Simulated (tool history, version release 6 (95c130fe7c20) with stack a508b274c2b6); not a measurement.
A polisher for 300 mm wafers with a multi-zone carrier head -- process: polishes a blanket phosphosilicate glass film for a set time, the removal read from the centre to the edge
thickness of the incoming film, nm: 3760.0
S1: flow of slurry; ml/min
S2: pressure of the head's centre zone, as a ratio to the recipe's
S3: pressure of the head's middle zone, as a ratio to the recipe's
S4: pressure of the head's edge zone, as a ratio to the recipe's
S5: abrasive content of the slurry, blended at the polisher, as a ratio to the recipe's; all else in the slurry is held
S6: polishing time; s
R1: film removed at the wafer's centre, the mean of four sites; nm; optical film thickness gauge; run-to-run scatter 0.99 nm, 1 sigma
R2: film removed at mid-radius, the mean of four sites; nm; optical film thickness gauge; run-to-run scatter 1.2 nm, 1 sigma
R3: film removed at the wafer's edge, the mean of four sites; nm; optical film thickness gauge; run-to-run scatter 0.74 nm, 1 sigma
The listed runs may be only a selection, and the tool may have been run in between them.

run 1 hour=0.0 | S1=130 S2=1.00 S3=1.00 S4=1.00 S5=1.00 S6=33 | R1=216.980 R2=217.49 R3=217.630
run 2 hour=2.4 | S1=150 S2=1.00 S3=1.00 S4=1.00 S5=1.00 S6=33 | R1=224.480 R2=228.59 R3=220.200
run 3 hour=5.5 | S1=150 S2=1.00 S3=1.00 S4=0.95 S5=1.00 S6=33 | R1=225.280 R2=230.44 R3=219.770
run 4 hour=9.4 | S1=145 S2=0.99 S3=0.99 S4=0.94 S5=0.85 S6=29 | R1=182.890 R2=184.32 R3=176.000
run 5 hour=14.6 | S1=145 S2=0.93 S3=0.99 S4=0.94 S5=0.85 S6=29 | R1=173.320 R2=184.49 R3=179.780
run 6 hour=21.2 | S1=145 S2=0.93 S3=1.07 S4=0.94 S5=0.85 S6=29 | R1=173.530 R2=195.37 R3=177.490
run 7 hour=27.5 | S1=110 S2=0.93 S3=0.97 S4=0.84 S5=0.60 S6=20 | R1=96.519 R2=101.84 R3=97.628

What does the tool deliver on the next run?
run 8 hour=34.8 | S1=145 S2=0.92 S3=0.95 S4=0.93 S5=0.60 S6=20 | R1=? R2=? R3=?

For run 8 the tool returned R1 102.540 nm, R2 108.47 nm, R3 106.390 nm.
